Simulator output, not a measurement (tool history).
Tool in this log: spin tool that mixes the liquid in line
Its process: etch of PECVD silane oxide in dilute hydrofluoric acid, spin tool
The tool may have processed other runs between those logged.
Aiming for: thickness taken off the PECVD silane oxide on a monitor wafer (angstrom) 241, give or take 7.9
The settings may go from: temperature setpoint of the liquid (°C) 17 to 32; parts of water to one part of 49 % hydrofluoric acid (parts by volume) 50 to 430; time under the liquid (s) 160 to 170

run	hour	temperature setpoint of the liquid (°C)	parts of water to one part of 49 % hydrofluoric acid (parts by volume)	time under the liquid (s)	thickness taken off the PECVD silane oxide on a monitor wafer (angstrom)
1	0	24	240	160	136.21
2	3.7	24	240	170	147.31
3	12.6	22	240	170	135.65
4	14.3	22	240	160	127.44
5	17.1	24.5	215	160	159.63
6	17.8	26.5	205	160	183.28
7	19.3	28	200	160	201.93
8	26.1	29	200	160	207.33
9	33.5	30	195	160	218.41
10	41.8	30.5	195	160	226.71
11	43.8	31	195	160	226.28
12	47.7	31.5	195	160	233.84

Next run, 4 choices. One meets every target within its allowed miss, the rest don't. Which?
A	51.6	30.5	185	170	?
B	51.6	29	210	170	?
C	51.6	31.5	200	160	?
D	51.6	32	195	165	?

move	thickness taken off the PECVD silane oxide on a monitor wafer (angstrom)
A	256.81
B	208.27
C	227.04
D	245.82
A: carries the result that was furthest off beyond its target, to the other side
B: further off than the last run
C: further off than the last run
D: each result inside its tolerance
D meets every target.
